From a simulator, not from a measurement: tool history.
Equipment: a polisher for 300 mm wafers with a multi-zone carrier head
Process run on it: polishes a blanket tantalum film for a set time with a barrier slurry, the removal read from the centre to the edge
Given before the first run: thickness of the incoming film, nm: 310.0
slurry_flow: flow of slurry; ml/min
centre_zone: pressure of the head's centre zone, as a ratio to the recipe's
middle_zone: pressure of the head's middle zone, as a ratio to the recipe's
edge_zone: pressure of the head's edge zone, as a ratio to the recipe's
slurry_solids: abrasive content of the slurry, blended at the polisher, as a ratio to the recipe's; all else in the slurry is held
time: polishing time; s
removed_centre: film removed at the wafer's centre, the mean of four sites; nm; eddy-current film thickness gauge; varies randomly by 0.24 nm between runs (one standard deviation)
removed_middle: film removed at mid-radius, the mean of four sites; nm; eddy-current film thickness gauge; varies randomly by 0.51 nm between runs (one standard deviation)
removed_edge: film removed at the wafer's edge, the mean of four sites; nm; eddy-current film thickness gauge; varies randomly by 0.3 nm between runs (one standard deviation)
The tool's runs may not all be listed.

| run | hour | slurry_flow | centre_zone | middle_zone | edge_zone | slurry_solids | time | removed_centre | removed_middle | removed_edge |
|---|---|---|---|---|---|---|---|---|---|---|
| 1 | 0 | 290 | 1 | 1 | 1 | 1 | 57 | 55.932 | 55.125 | 55.246 |
| 2 | 6 | 285 | 0.98 | 1 | 0.99 | 0.95 | 55 | 50.928 | 52.218 | 52.213 |
| 3 | 9.8 | 285 | 0.97 | 1 | 0.98 | 0.9 | 53 | 48.97 | 48.788 | 49.335 |
| 4 | 18.1 | 220 | 0.97 | 1 | 0.98 | 0.9 | 53 | 46.251 | 47.168 | 48.049 |
| 5 | 20.1 | 215 | 0.95 | 1.01 | 0.97 | 0.85 | 52 | 42.681 | 47.382 | 45.281 |
| 6 | 25.8 | 215 | 0.95 | 1.01 | 0.9 | 0.85 | 52 | 43.545 | 47.423 | 44.763 |
| 7 | 27.6 | 210 | 0.85 | 0.98 | 0.89 | 0.6 | 39 | 23.728 | 28.041 | 27.506 |
| 8 | 36.1 | 215 | 0.86 | 0.99 | 0.91 | 0.6 | 39 | 24.312 | 28.806 | 27.423 |

What does the tool deliver on the next run?
| 9 | 41.9 | 210 | 0.86 | 0.99 | 0.92 | 0.65 | 39 | ? | ? | ? |

{"run 9": {"removed_centre": 25.617, "removed_middle": 30.107, "removed_edge": 29.498}}
